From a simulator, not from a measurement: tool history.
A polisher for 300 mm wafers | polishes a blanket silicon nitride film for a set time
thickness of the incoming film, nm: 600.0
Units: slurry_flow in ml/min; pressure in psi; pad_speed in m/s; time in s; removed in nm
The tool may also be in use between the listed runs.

| run | day | slurry_flow | pressure | pad_speed | time | removed |
|---|---|---|---|---|---|---|
| 1 | 0.000 | 130 | 2.4 | 1.04 | 89 | 103.990 |
| 2 | 0.029 | 130 | 2.4 | 0.88 | 89 | 90.027 |
| 3 | 0.217 | 130 | 2.3 | 0.88 | 89 | 87.121 |
| 4 | 0.546 | 130 | 2.3 | 0.88 | 94 | 92.559 |
| 5 | 0.908 | 130 | 2.3 | 0.88 | 89 | 88.040 |
| 6 | 1.192 | 130 | 2.2 | 0.88 | 89 | 83.028 |

Run 7 comes next. What will it give?
| 7 | 1.217 | 130 | 2.1 | 0.88 | 89 | ? |

{"run 7": {"removed": 81.844}}
